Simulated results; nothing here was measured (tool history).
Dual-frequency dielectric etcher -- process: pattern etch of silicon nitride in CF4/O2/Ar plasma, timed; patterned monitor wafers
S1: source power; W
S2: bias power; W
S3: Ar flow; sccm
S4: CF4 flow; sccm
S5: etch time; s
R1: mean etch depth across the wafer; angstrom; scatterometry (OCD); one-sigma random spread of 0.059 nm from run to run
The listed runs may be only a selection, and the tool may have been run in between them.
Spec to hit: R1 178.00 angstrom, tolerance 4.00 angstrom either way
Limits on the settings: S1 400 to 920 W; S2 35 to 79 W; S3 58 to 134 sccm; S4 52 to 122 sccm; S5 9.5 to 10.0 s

{"run": 1, "day": 0.0, "S1": 660, "S2": 57, "S3": 96, "S4": 87, "S5": 10.0, "R1": 281.98}
{"run": 2, "day": 0.283, "S1": 660, "S2": 57, "S3": 111, "S4": 87, "S5": 10.0, "R1": 275.32}
{"run": 3, "day": 0.333, "S1": 660, "S2": 48, "S3": 111, "S4": 87, "S5": 10.0, "R1": 252.74}
{"run": 4, "day": 0.412, "S1": 600, "S2": 47, "S3": 111, "S4": 87, "S5": 10.0, "R1": 226.7}
{"run": 5, "day": 0.492, "S1": 560, "S2": 47, "S3": 111, "S4": 87, "S5": 10.0, "R1": 209.35}
{"run": 6, "day": 0.758, "S1": 540, "S2": 47, "S3": 111, "S4": 87, "S5": 10.0, "R1": 201.38}
{"run": 7, "day": 0.838, "S1": 440, "S2": 46, "S3": 111, "S4": 87, "S5": 10.0, "R1": 158.21}
{"run": 8, "day": 0.975, "S1": 450, "S2": 46, "S3": 111, "S4": 87, "S5": 10.0, "R1": 163.26}
{"run": 9, "day": 1.179, "S1": 460, "S2": 46, "S3": 111, "S4": 87, "S5": 10.0, "R1": 167.88}
{"run": 10, "day": 1.288, "S1": 470, "S2": 46, "S3": 111, "S4": 87, "S5": 10.0, "R1": 171.72}

Consider the 4 candidate settings below. Which is the only one whose results all fall within their allowed miss of target?
{"run": "A", "day": 1.396, "S1": 510, "S2": 39, "S3": 102, "S4": 96, "S5": 10.0, "R1": "?"}
{"run": "B", "day": 1.396, "S1": 500, "S2": 48, "S3": 114, "S4": 90, "S5": 10.0, "R1": "?"}
{"run": "C", "day": 1.396, "S1": 520, "S2": 48, "S3": 121, "S4": 73, "S5": 10.0, "R1": "?"}
{"run": "D", "day": 1.396, "S1": 480, "S2": 60, "S3": 88, "S4": 71, "S5": 9.5, "R1": "?"}

move=A R1=177.13
move=B R1=188.14
move=C R1=188.49
move=D R1=191.31
A: every result lands within tolerance
B: pushes the last run's worst result past its target
C: pushes the last run's worst result past its target
D: pushes the last run's worst result past its target
Move A is the one to make.
